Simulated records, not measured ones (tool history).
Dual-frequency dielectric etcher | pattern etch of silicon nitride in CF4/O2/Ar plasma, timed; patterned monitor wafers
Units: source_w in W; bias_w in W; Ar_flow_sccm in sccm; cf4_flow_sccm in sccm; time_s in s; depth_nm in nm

run	hour	source_w	bias_w	Ar_flow_sccm	cf4_flow_sccm	time_s	depth_nm
1	0.0	520	68	79	111	181.5	416.44
2	6.0	520	68	79	123	181.5	418.59
3	7.5	480	64	80	122	179.5	381.58
4	15.3	450	61	81	121	177.5	354.17
5	18.5	450	61	81	121	166.0	330.48
6	21.5	430	61	81	121	166.0	319.39
7	22.3	410	61	81	121	166.0	310.88
8	23.2	390	61	81	121	166.0	300.40

Run 9 comes next. What will it give?
9	29.1	380	61	81	121	166.0	?

depth_nm: 296.63 nm
